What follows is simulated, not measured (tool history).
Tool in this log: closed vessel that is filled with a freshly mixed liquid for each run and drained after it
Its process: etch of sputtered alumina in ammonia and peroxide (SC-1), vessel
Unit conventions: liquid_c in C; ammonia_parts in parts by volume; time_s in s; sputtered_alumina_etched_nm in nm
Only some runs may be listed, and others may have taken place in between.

{"run": 1, "hour": 0.0, "liquid_c": 59.0, "ammonia_parts": 0.75, "time_s": 1015, "sputtered_alumina_etched_nm": 65.851}
{"run": 2, "hour": 3.9, "liquid_c": 59.0, "ammonia_parts": 0.75, "time_s": 1095, "sputtered_alumina_etched_nm": 70.534}
{"run": 3, "hour": 12.3, "liquid_c": 57.0, "ammonia_parts": 0.75, "time_s": 1095, "sputtered_alumina_etched_nm": 63.948}
{"run": 4, "hour": 13.7, "liquid_c": 57.0, "ammonia_parts": 0.6, "time_s": 1095, "sputtered_alumina_etched_nm": 62.677}
{"run": 5, "hour": 15.3, "liquid_c": 57.0, "ammonia_parts": 0.6, "time_s": 1095, "sputtered_alumina_etched_nm": 62.152}
{"run": 6, "hour": 21.9, "liquid_c": 55.5, "ammonia_parts": 0.6, "time_s": 1095, "sputtered_alumina_etched_nm": 57.58}
{"run": 7, "hour": 29.2, "liquid_c": 54.5, "ammonia_parts": 0.6, "time_s": 1095, "sputtered_alumina_etched_nm": 54.664}

For run 8, what comes out?
{"run": 8, "hour": 34.8, "liquid_c": 48.0, "ammonia_parts": 0.6, "time_s": 1095, "sputtered_alumina_etched_nm": "?"}

sputtered_alumina_etched_nm: 38.443 nm
